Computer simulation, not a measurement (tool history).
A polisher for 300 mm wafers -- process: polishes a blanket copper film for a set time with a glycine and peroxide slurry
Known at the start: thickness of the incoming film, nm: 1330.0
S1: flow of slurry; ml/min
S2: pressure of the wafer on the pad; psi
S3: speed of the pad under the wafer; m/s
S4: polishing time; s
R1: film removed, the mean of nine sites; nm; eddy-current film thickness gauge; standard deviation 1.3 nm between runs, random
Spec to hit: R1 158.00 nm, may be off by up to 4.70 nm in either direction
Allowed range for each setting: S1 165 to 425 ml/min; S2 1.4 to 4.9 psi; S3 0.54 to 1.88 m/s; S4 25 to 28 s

run  hour   S1   S2    S3  S4      R1
  1   0.0  275  3.1  1.20  28  235.81
  2   0.6  275  3.1  1.48  28  275.80
  3   4.7  275  2.7  1.44  28  246.66
  4   7.3  275  2.4  1.38  28  214.89
  5  11.2  275  2.1  1.38  28  198.47
  6  13.4  220  2.1  1.38  28  191.33
  7  20.6  215  1.9  1.38  28  181.24
  8  21.7  210  1.8  1.38  28  171.51
  9  25.9  195  1.5  1.38  28  151.29

Which single option among these 4 for the next run brings every result within its allowed miss of target? Just one does.
  A  30.1  195  1.7  1.50  27   ?
  B  30.1  210  1.5  1.60  28   ?
  C  30.1  225  1.7  1.56  26   ?
  D  30.1  230  1.8  1.20  28   ?

move      R1
   A  166.29
   B  167.50
   C  167.41
   D  155.33
A: pushes the last run's worst result past its target
B: pushes the last run's worst result past its target
C: pushes the last run's worst result past its target
D: all results land within tolerance of their targets
Correct choice: D, which meets every target
